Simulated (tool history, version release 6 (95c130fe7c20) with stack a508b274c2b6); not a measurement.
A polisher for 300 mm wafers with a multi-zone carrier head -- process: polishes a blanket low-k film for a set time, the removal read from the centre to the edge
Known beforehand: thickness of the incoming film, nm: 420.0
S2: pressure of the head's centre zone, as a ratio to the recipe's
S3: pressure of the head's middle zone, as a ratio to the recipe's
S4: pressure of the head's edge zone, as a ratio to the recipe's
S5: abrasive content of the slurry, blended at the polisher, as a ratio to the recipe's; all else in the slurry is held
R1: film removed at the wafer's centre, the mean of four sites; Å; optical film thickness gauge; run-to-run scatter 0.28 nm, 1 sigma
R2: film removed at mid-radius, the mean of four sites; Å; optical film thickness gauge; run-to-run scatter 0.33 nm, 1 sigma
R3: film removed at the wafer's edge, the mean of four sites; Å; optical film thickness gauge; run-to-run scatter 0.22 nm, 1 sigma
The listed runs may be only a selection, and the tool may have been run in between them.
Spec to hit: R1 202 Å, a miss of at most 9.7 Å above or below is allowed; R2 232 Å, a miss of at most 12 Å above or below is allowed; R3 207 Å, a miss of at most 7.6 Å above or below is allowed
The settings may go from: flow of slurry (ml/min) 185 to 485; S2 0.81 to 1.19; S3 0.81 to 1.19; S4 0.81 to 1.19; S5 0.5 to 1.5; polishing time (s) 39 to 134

run 1 hour=0 | flow_of_slurry_(ml/min)=310 S2=1 S3=1 S4=1 S5=1 polishing_time_(s)=86 | R1=331.4 R2=322.5 R3=330.51
run 2 hour=1.3 | flow_of_slurry_(ml/min)=310 S2=1 S3=1 S4=1 S5=1 polishing_time_(s)=77 | R1=289.35 R2=286.71 R3=294.34
run 3 hour=8.4 | flow_of_slurry_(ml/min)=310 S2=1 S3=1 S4=1.07 S5=1 polishing_time_(s)=77 | R1=303.8 R2=293.95 R3=310.53
run 4 hour=10.1 | flow_of_slurry_(ml/min)=310 S2=0.92 S3=1 S4=1.07 S5=1 polishing_time_(s)=77 | R1=268.21 R2=290.58 R3=315.66
run 5 hour=15.9 | flow_of_slurry_(ml/min)=310 S2=0.92 S3=1.01 S4=1.05 S5=0.95 polishing_time_(s)=77 | R1=262.38 R2=283.69 R3=303.36
run 6 hour=20.8 | flow_of_slurry_(ml/min)=310 S2=0.92 S3=1.02 S4=1.03 S5=0.9 polishing_time_(s)=77 | R1=260.64 R2=282.33 R3=288.92
run 7 hour=28.4 | flow_of_slurry_(ml/min)=310 S2=0.91 S3=1.02 S4=1.02 S5=0.85 polishing_time_(s)=77 | R1=241.06 R2=282.29 R3=280.49
run 8 hour=29.8 | flow_of_slurry_(ml/min)=310 S2=0.92 S3=1.01 S4=1.01 S5=0.8 polishing_time_(s)=77 | R1=249.41 R2=265.16 R3=269.48
run 9 hour=36.5 | flow_of_slurry_(ml/min)=310 S2=0.91 S3=1.01 S4=1 S5=0.75 polishing_time_(s)=77 | R1=235.1 R2=252.68 R3=258.95
run 10 hour=41.7 | flow_of_slurry_(ml/min)=310 S2=0.91 S3=1.01 S4=0.98 S5=0.75 polishing_time_(s)=77 | R1=238.92 R2=253.84 R3=260.75
run 11 hour=42.8 | flow_of_slurry_(ml/min)=310 S2=0.91 S3=1.02 S4=0.97 S5=0.7 polishing_time_(s)=77 | R1=224.08 R2=253.7 R3=247.46
run 12 hour=45.7 | flow_of_slurry_(ml/min)=310 S2=0.91 S3=1.02 S4=0.96 S5=0.7 polishing_time_(s)=77 | R1=230.37 R2=248.58 R3=254.65
run 13 hour=51 | flow_of_slurry_(ml/min)=310 S2=0.92 S3=1.03 S4=0.96 S5=0.7 polishing_time_(s)=76 | R1=228.87 R2=250.49 R3=241.42
run 14 hour=57.1 | flow_of_slurry_(ml/min)=310 S2=0.92 S3=1.03 S4=0.95 S5=0.7 polishing_time_(s)=76 | R1=225.71 R2=246.66 R3=242.67
run 15 hour=64 | flow_of_slurry_(ml/min)=310 S2=0.92 S3=1.04 S4=0.94 S5=0.7 polishing_time_(s)=76 | R1=228.54 R2=239.57 R3=245.36
run 16 hour=68.1 | flow_of_slurry_(ml/min)=310 S2=0.92 S3=1.04 S4=0.96 S5=0.7 polishing_time_(s)=75 | R1=222.84 R2=240.98 R3=246.55
run 17 hour=75.7 | flow_of_slurry_(ml/min)=310 S2=0.91 S3=1.03 S4=0.94 S5=0.7 polishing_time_(s)=75 | R1=223.26 R2=250.11 R3=240.45

Below are 4 possible settings for the next run. Only one of them brings all results inside the allowed miss of their targets. Which is it?
run A hour=83.3 | flow_of_slurry_(ml/min)=280 S2=0.81 S3=1.14 S4=0.9 S5=0.6 polishing_time_(s)=71 | R1=? R2=? R3=?
run B hour=83.3 | flow_of_slurry_(ml/min)=310 S2=0.91 S3=1.06 S4=0.81 S5=0.75 polishing_time_(s)=67 | R1=? R2=? R3=?
run C hour=83.3 | flow_of_slurry_(ml/min)=315 S2=0.81 S3=1.04 S4=1.16 S5=0.75 polishing_time_(s)=77 | R1=? R2=? R3=?
run D hour=83.3 | flow_of_slurry_(ml/min)=340 S2=1.13 S3=0.92 S4=1.19 S5=0.5 polishing_time_(s)=83 | R1=? R2=? R3=?

move=A R1=168.65 R2=226.03 R3=204.83
move=B R1=202.32 R2=229.63 R3=207.89
move=C R1=207.11 R2=261.11 R3=283.9
move=D R1=256 R2=213.25 R3=254.08
A: the worst result of the last run now meets its target, but another is out of spec
B: every result within its allowed miss
C: misses by more than the last run did
D: misses by more than the last run did
B is the move that brings every result within its allowed miss.
